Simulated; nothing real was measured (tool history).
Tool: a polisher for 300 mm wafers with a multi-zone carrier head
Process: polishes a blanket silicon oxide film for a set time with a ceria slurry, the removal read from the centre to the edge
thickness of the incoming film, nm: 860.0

run    day  flow of slurry (ml/min)  pressure of the head's centre zone  pressure of the head's middle zone  pressure of the head's edge zone  polishing time (s)  film removed at the wafer's centre (nm)  film removed at mid-radius (nm)  film removed at the wafer's edge (nm)
  1  0.000                      170                                1.00                                1.00                              1.00                  60                                  138.690                          141.820                                139.700
  2  0.362                      170                                1.04                                1.00                              1.00                  60                                  147.330                          141.770                                144.360
  3  0.400                      170                                0.96                                1.00                              1.00                  60                                  134.340                          143.990                                139.300
  4  0.579                      170                                0.96                                0.95                              1.00                  60                                  138.290                          138.080                                141.790
  5  0.879                      170                                0.96                                0.95                              1.00                  54                                  124.280                          120.390                                129.330
  6  1.121                      170                                0.96                                0.91                              1.00                  54                                  118.550                          119.300                                128.980
  7  1.225                      170                                0.96                                0.91                              1.00                  54                                  122.580                          119.910                                124.930
  8  1.438                      165                                0.94                                0.92                              0.97                  52                                  113.380                          114.570                                121.220

Run 9 is up next; what results do you expect?
  9  1.750                      210                                0.96                                1.02                              0.91                  35                                        ?                                ?                                      ?

Run 9 gave film removed at the wafer's centre (nm) 82.677, film removed at mid-radius (nm) 88.287, film removed at the wafer's edge (nm) 80.346.
